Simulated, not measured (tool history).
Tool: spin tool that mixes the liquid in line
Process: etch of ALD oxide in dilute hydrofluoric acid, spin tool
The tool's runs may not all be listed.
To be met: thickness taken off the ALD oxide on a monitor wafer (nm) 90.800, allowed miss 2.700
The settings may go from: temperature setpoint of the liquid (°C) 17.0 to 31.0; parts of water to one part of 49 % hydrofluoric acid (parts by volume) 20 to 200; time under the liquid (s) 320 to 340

run    day  temperature setpoint of the liquid (°C)  parts of water to one part of 49 % hydrofluoric acid (parts by volume)  time under the liquid (s)  thickness taken off the ALD oxide on a monitor wafer (nm)
  1  0.000                                     23.0                                                                     110                        320                                                     58.169
  2  0.258                                     24.5                                                                     105                        320                                                     64.821
  3  0.425                                     24.5                                                                     130                        320                                                     50.880
  4  0.571                                     26.0                                                                     125                        320                                                     56.041
  5  0.725                                     27.0                                                                     120                        320                                                     62.101
  6  0.775                                     28.0                                                                     115                        320                                                     66.787
  7  1.025                                     31.0                                                                      90                        320                                                     99.241
  8  1.342                                     30.5                                                                      90                        320                                                     96.959
  9  1.679                                     30.0                                                                      90                        320                                                     95.353
 10  1.925                                     29.5                                                                      90                        320                                                     93.926
 11  2.192                                     29.5                                                                      90                        320                                                     93.987

5 next moves are on the table. One of them brings every result within its allowed miss. Which?
  A  2.458                                     30.0                                                                     100                        320                                                          ?
  B  2.458                                     29.0                                                                      85                        320                                                          ?
  C  2.458                                     30.5                                                                     100                        320                                                          ?
  D  2.458                                     30.5                                                                      95                        320                                                          ?
  E  2.458                                     28.5                                                                      85                        320                                                          ?

move  thickness taken off the ALD oxide on a monitor wafer (nm)
   A                                                     84.892
   B                                                     98.220
   C                                                     86.495
   D                                                     91.703
   E                                                     96.351
A: takes the result that was furthest off past its target
B: further off than the last run
C: takes the result that was furthest off past its target
D: meets every target
E: further off than the last run
The right move is D.
